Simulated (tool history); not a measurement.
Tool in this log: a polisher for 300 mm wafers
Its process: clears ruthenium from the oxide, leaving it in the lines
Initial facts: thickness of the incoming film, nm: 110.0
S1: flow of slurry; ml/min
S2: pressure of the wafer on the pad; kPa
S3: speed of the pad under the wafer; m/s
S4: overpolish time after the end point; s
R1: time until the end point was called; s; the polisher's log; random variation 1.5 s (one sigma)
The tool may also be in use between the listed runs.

Run 1, day 0.000: S1 215 ml/min, S2 18.6 kPa, S3 0.82 m/s, S4 10 s. Result: R1 105.49 s.
Run 2, day 0.192: S1 215 ml/min, S2 18.6 kPa, S3 0.72 m/s, S4 10 s. Result: R1 117.26 s.
Run 3, day 0.488: S1 215 ml/min, S2 17.9 kPa, S3 0.72 m/s, S4 10 s. Result: R1 125.77 s.
Run 4, day 0.729: S1 215 ml/min, S2 17.2 kPa, S3 0.72 m/s, S4 10 s. Result: R1 127.52 s.
Run 5, day 0.808: S1 215 ml/min, S2 16.5 kPa, S3 0.72 m/s, S4 10 s. Result: R1 133.60 s.
Run 6, day 1.183: S1 215 ml/min, S2 15.9 kPa, S3 0.72 m/s, S4 10 s. Result: R1 137.72 s.
Run 7, day 1.242: S1 215 ml/min, S2 15.2 kPa, S3 0.72 m/s, S4 10 s. Result: R1 146.32 s.

What does the tool deliver on the next run?
Run 8, day 1.438: S1 205 ml/min, S2 12.4 kPa, S3 0.72 m/s, S4 10 s. Result: R1 ?.

R1: 176.93 s
